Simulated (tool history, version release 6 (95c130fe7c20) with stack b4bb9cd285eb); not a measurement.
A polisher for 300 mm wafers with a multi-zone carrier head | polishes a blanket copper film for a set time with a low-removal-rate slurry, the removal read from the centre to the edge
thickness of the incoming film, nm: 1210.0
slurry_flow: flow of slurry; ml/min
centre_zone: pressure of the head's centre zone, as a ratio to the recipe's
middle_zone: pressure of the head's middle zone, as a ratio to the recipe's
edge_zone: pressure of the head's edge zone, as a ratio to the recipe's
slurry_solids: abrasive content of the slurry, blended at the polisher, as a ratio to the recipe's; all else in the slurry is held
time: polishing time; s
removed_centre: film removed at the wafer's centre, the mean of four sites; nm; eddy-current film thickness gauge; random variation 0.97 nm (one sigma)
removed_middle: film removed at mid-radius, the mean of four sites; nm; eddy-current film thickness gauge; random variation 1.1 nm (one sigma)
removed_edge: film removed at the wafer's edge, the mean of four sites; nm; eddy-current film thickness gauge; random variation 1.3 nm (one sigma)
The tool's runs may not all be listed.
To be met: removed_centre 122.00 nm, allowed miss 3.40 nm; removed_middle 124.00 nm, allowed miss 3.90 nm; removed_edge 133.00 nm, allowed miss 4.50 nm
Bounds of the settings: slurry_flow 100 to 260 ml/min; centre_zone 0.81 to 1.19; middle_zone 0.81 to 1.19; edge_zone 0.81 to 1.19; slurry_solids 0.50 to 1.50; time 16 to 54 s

run,day,slurry_flow,centre_zone,middle_zone,edge_zone,slurry_solids,time,removed_centre,removed_middle,removed_edge
1,0.000,165,1.00,1.00,1.00,1.00,35,140.64,137.72,139.23
2,0.254,155,0.98,0.99,1.00,1.00,35,134.66,136.13,136.99
3,0.504,145,0.97,0.97,1.01,1.00,35,132.02,131.08,134.71
4,0.575,145,0.97,0.97,1.01,1.00,42,158.56,157.64,165.24
5,0.817,125,0.97,0.97,1.01,1.00,42,152.85,153.55,158.95
6,0.912,120,0.94,0.94,0.98,0.90,42,143.35,143.88,151.49
7,1.200,115,0.92,0.92,0.95,0.85,42,134.38,138.57,146.98
8,1.308,110,0.92,0.90,0.92,0.80,42,133.38,132.18,141.72
9,1.671,110,0.91,0.89,0.90,0.80,42,130.80,130.37,139.39
10,1.988,110,0.90,0.88,0.89,0.80,42,129.69,128.56,141.67
11,2.100,110,0.90,0.88,0.88,0.75,42,128.25,128.25,135.66
12,2.462,110,0.89,0.88,0.88,0.75,42,127.18,127.86,138.19
13,2.842,110,0.89,0.88,0.87,0.75,42,126.90,129.30,134.23
14,2.929,110,0.89,0.87,0.87,0.75,42,126.72,125.06,134.20

Which of these 4 next moves meets every target?
A,3.017,100,0.87,0.96,0.84,0.85,41,?,?,?
B,3.017,135,0.97,0.87,0.98,0.55,41,?,?,?
C,3.017,100,0.88,0.88,0.84,0.95,40,?,?,?
D,3.017,100,0.93,0.91,0.90,0.80,43,?,?,?

move,removed_centre,removed_middle,removed_edge
A,121.14,133.57,130.43
B,132.27,119.20,132.70
C,122.66,124.42,130.77
D,133.92,132.01,139.09
A: brings the result that was furthest off to its target, and leaves another outside
B: further off than the last run
C: meets every target
D: further off than the last run
The right move is C.

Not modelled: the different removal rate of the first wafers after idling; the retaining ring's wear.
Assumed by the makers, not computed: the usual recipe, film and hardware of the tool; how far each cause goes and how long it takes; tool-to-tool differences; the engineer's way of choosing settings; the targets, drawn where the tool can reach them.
